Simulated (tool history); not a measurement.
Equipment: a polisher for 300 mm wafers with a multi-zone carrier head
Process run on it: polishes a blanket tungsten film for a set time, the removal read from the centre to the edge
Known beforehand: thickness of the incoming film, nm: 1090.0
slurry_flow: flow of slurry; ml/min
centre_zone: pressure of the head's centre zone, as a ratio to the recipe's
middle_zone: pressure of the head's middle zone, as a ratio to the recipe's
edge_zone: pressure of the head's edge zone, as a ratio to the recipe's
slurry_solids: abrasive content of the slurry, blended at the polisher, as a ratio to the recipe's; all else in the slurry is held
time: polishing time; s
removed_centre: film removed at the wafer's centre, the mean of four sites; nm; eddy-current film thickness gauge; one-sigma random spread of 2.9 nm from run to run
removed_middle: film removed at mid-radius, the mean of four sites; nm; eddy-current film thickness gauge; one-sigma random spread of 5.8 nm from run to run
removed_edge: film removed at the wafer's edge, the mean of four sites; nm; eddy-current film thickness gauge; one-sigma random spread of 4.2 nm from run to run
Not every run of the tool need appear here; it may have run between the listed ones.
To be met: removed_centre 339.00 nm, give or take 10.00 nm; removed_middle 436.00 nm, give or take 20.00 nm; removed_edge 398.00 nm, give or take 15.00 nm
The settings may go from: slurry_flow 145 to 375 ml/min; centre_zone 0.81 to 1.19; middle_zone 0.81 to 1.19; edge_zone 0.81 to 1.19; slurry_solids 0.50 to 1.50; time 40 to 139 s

run	hour	slurry_flow	centre_zone	middle_zone	edge_zone	slurry_solids	time	removed_centre	removed_middle	removed_edge
1	0.0	240	1.00	1.00	1.00	1.00	89	393.91	395.70	398.11
2	5.9	240	1.00	1.00	1.07	1.00	89	392.62	386.55	413.82
3	10.3	180	1.00	1.00	1.07	1.00	89	370.82	369.97	398.21
4	17.6	175	0.99	1.02	1.07	1.00	89	369.64	381.75	394.94
5	24.8	170	0.97	1.04	1.07	1.00	89	356.68	387.23	392.23
6	31.6	170	0.96	1.05	1.07	1.00	89	355.39	383.52	397.38
7	37.4	170	0.95	1.07	1.06	1.00	89	356.00	403.91	391.36
8	45.5	170	0.94	1.08	1.06	1.00	89	351.58	400.12	393.68
9	54.5	170	0.93	1.09	1.06	1.00	89	344.92	399.22	397.47

Which one of the following 5 next-run settings gets every result inside its allowed miss? There is exactly one.
A	63.5	145	0.91	1.19	1.05	1.20	89	?	?	?
B	63.5	250	0.90	0.93	1.10	1.20	87	?	?	?
C	63.5	170	0.91	1.03	1.06	1.00	90	?	?	?
D	63.5	195	0.91	0.96	1.18	1.25	89	?	?	?
E	63.5	185	0.96	0.98	1.15	1.00	91	?	?	?

move	removed_centre	removed_middle	removed_edge
A	337.96	437.22	397.46
B	361.01	379.33	426.51
C	339.70	387.22	397.56
D	362.48	388.43	444.70
E	367.02	380.91	423.83
A: all results in spec
B: its largest miss is bigger than the last run's
C: its largest miss is bigger than the last run's
D: its largest miss is bigger than the last run's
E: its largest miss is bigger than the last run's
So the answer is move A, the one that meets all the targets.

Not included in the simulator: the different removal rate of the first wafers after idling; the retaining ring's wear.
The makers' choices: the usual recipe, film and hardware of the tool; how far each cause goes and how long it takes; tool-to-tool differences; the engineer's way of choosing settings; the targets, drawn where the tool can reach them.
